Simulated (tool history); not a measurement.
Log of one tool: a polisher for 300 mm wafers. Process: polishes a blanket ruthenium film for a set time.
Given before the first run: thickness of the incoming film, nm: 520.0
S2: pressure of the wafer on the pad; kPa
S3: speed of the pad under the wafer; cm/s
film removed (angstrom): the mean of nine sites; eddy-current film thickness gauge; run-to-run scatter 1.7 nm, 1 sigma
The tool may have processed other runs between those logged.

Run 1, hour 0: flow of slurry (ml/min) 160, S2 18.6 kPa, S3 130 cm/s, polishing time (s) 79. Result: film removed (angstrom) 1376.9.
Run 2, hour 2.1: flow of slurry (ml/min) 160, S2 18.6 kPa, S3 104 cm/s, polishing time (s) 79. Result: film removed (angstrom) 1175.6.
Run 3, hour 9.9: flow of slurry (ml/min) 135, S2 18.6 kPa, S3 104 cm/s, polishing time (s) 79. Result: film removed (angstrom) 1133.2.
Run 4, hour 13.9: flow of slurry (ml/min) 160, S2 18.6 kPa, S3 104 cm/s, polishing time (s) 79. Result: film removed (angstrom) 1163.9.
Run 5, hour 16: flow of slurry (ml/min) 165, S2 20.7 kPa, S3 104 cm/s, polishing time (s) 79. Result: film removed (angstrom) 1279.8.
Run 6, hour 19.9: flow of slurry (ml/min) 170, S2 22.1 kPa, S3 108 cm/s, polishing time (s) 79. Result: film removed (angstrom) 1436.3.

Estimate the outcome of run 7 from the log above:
Run 7, hour 26: flow of slurry (ml/min) 175, S2 23.4 kPa, S3 108 cm/s, polishing time (s) 79. Result: film removed (angstrom) ?.

{"run 7": {"film removed (angstrom)": 1523.7}}

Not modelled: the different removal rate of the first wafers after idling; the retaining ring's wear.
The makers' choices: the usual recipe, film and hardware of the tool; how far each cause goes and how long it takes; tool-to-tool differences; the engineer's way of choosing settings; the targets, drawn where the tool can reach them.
